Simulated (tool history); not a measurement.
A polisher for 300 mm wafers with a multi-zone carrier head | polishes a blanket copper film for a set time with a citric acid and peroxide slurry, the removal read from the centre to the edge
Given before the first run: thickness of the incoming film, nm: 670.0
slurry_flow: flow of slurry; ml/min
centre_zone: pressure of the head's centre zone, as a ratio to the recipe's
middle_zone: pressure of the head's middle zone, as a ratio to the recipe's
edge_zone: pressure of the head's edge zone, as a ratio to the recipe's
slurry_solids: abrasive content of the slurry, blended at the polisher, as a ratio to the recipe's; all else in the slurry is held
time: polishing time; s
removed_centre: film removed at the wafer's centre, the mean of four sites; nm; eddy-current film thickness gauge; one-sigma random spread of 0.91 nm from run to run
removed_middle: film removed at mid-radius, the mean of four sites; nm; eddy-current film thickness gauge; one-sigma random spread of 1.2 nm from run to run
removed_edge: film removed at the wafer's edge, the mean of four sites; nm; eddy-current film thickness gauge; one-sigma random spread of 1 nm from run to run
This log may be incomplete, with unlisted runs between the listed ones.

run,hour,slurry_flow,centre_zone,middle_zone,edge_zone,slurry_solids,time,removed_centre,removed_middle,removed_edge
1,0.0,230,1.00,1.00,1.00,1.00,61,157.180,152.570,152.330
2,7.3,230,1.00,1.00,1.00,0.80,61,148.380,144.100,140.710
3,11.0,230,1.00,1.00,1.00,0.80,70,169.590,169.730,163.650
4,17.2,220,0.96,0.97,0.98,0.70,63,141.640,140.390,140.130
5,19.2,220,0.96,0.97,0.98,0.70,51,114.840,115.390,111.660
6,24.9,275,0.96,0.97,0.98,0.70,51,115.930,117.370,116.380
7,28.5,270,0.94,0.94,0.96,0.65,49,108.240,110.300,108.550
8,34.2,265,0.93,0.91,0.96,0.60,47,99.291,98.055,99.826
9,38.6,255,0.91,0.89,0.95,0.60,47,98.810,98.592,97.951

Run 10 has not been measured yet. What should we expect?
10,47.3,255,0.91,0.89,0.95,0.60,47,?,?,?

removed_centre: 95.902 nm
removed_middle: 97.894 nm
removed_edge: 97.736 nm
